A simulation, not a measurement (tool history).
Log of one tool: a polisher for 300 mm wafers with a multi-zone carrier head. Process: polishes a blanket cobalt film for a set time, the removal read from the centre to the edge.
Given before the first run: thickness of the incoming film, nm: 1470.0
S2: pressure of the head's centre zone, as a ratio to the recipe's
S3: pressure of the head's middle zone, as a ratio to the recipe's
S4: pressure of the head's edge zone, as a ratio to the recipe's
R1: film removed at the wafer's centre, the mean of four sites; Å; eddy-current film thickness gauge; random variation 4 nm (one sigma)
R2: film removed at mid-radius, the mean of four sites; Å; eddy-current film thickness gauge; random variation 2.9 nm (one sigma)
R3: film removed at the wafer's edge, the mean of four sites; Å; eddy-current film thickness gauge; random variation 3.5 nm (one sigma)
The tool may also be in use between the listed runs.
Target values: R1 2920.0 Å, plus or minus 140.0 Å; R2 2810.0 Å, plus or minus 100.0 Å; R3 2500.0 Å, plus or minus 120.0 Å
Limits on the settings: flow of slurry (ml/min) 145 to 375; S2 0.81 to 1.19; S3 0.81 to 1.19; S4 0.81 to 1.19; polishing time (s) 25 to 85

{"run": 1, "hour": 0.0, "flow of slurry (ml/min)": 240, "S2": 1.0, "S3": 1.0, "S4": 1.0, "polishing time (s)": 55, "R1": 1948.0, "R2": 2012.3, "R3": 2014.6}
{"run": 2, "hour": 2.1, "flow of slurry (ml/min)": 245, "S2": 1.03, "S3": 1.02, "S4": 1.0, "polishing time (s)": 57, "R1": 2166.6, "R2": 2118.7, "R3": 2067.9}
{"run": 3, "hour": 10.5, "flow of slurry (ml/min)": 250, "S2": 1.04, "S3": 1.04, "S4": 1.01, "polishing time (s)": 59, "R1": 2277.1, "R2": 2231.3, "R3": 2203.3}
{"run": 4, "hour": 12.4, "flow of slurry (ml/min)": 255, "S2": 1.05, "S3": 1.07, "S4": 1.0, "polishing time (s)": 60, "R1": 2284.9, "R2": 2348.5, "R3": 2206.3}
{"run": 5, "hour": 17.6, "flow of slurry (ml/min)": 255, "S2": 1.05, "S3": 1.0, "S4": 1.0, "polishing time (s)": 60, "R1": 2345.7, "R2": 2210.0, "R3": 2196.8}
{"run": 6, "hour": 20.6, "flow of slurry (ml/min)": 260, "S2": 1.07, "S3": 1.03, "S4": 1.0, "polishing time (s)": 61, "R1": 2452.3, "R2": 2317.6, "R3": 2242.0}
{"run": 7, "hour": 25.6, "flow of slurry (ml/min)": 265, "S2": 1.08, "S3": 1.05, "S4": 1.01, "polishing time (s)": 62, "R1": 2455.0, "R2": 2370.0, "R3": 2323.9}
{"run": 8, "hour": 27.9, "flow of slurry (ml/min)": 265, "S2": 1.09, "S3": 1.06, "S4": 1.0, "polishing time (s)": 63, "R1": 2538.7, "R2": 2393.7, "R3": 2326.4}
{"run": 9, "hour": 33.4, "flow of slurry (ml/min)": 270, "S2": 1.1, "S3": 1.08, "S4": 0.99, "polishing time (s)": 64, "R1": 2671.7, "R2": 2536.3, "R3": 2374.0}
{"run": 10, "hour": 40.2, "flow of slurry (ml/min)": 275, "S2": 1.11, "S3": 1.09, "S4": 0.99, "polishing time (s)": 64, "R1": 2627.6, "R2": 2581.7, "R3": 2289.5}
{"run": 11, "hour": 47.9, "flow of slurry (ml/min)": 275, "S2": 1.11, "S3": 1.09, "S4": 0.99, "polishing time (s)": 64, "R1": 2643.1, "R2": 2553.0, "R3": 2326.0}
{"run": 12, "hour": 50.6, "flow of slurry (ml/min)": 275, "S2": 1.12, "S3": 1.1, "S4": 0.99, "polishing time (s)": 65, "R1": 2769.8, "R2": 2625.2, "R3": 2401.4}
{"run": 13, "hour": 55.1, "flow of slurry (ml/min)": 275, "S2": 1.12, "S3": 1.11, "S4": 0.99, "polishing time (s)": 65, "R1": 2686.3, "R2": 2620.4, "R3": 2395.2}
{"run": 14, "hour": 59.4, "flow of slurry (ml/min)": 280, "S2": 1.13, "S3": 1.12, "S4": 0.99, "polishing time (s)": 65, "R1": 2776.1, "R2": 2645.1, "R3": 2411.4}

Which single option among these 4 for the next run brings every result within its allowed miss of target? Just one does.
{"run": "A", "hour": 63.7, "flow of slurry (ml/min)": 325, "S2": 1.14, "S3": 1.04, "S4": 1.02, "polishing time (s)": 73, "R1": "?", "R2": "?", "R3": "?"}
{"run": "B", "hour": 63.7, "flow of slurry (ml/min)": 320, "S2": 1.17, "S3": 1.19, "S4": 0.81, "polishing time (s)": 66, "R1": "?", "R2": "?", "R3": "?"}
{"run": "C", "hour": 63.7, "flow of slurry (ml/min)": 295, "S2": 1.17, "S3": 1.16, "S4": 1.04, "polishing time (s)": 66, "R1": "?", "R2": "?", "R3": "?"}
{"run": "D", "hour": 63.7, "flow of slurry (ml/min)": 310, "S2": 1.18, "S3": 1.1, "S4": 0.99, "polishing time (s)": 73, "R1": "?", "R2": "?", "R3": "?"}

move=A R1=3179.1 R2=2848.6 R3=2770.5
move=B R1=2948.8 R2=2887.2 R3=2245.1
move=C R1=2922.5 R2=2800.9 R3=2506.5
move=D R1=3276.7 R2=2974.4 R3=2719.2
A: gets the furthest-off result to its target, but another result is out of tolerance
B: gets the furthest-off result to its target, but another result is out of tolerance
C: every result within its allowed miss
D: takes the result that was furthest off past its target
The move that meets every target is C.
